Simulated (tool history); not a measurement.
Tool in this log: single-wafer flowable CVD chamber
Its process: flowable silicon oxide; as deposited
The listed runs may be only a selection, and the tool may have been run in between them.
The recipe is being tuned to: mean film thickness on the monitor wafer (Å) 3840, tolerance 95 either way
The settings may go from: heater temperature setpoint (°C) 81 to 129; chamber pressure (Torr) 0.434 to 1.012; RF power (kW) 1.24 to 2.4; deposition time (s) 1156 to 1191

run,day,heater temperature setpoint (°C),chamber pressure (Torr),RF power (kW),deposition time (s),mean film thickness on the monitor wafer (Å)
1,0,105,0.723,1.82,1156,5880.4
2,0.292,108,0.722,1.82,1156,5262.4
3,0.504,110,0.722,1.82,1156,4919.2
4,0.825,110,0.722,1.675,1156,4816.3
5,0.875,111,0.722,1.675,1156,4635.9
6,0.996,102,0.722,1.675,1156,6412.1
7,1.308,114,0.719,1.675,1156,4172.8
8,1.517,115,0.719,1.675,1156,4047.3

Pick the move, out of 4, that brings all results within their allowed miss; only one does.
A,1.725,116,0.667,1.735,1156,?
B,1.725,116,0.73,1.525,1156,?
C,1.725,113,0.676,1.815,1156,?
D,1.725,117,0.749,1.805,1164,?

move,mean film thickness on the monitor wafer (Å)
A,3666.3
B,3876.9
C,4149.1
D,4036.9
A: moves the result that the last run missed by most past its target, out the other side
B: all results land within tolerance of their targets
C: moves away from the targets compared with the last run
D: gains on the last run, yet a result remains outside its allowed miss
The move that meets every target is B.

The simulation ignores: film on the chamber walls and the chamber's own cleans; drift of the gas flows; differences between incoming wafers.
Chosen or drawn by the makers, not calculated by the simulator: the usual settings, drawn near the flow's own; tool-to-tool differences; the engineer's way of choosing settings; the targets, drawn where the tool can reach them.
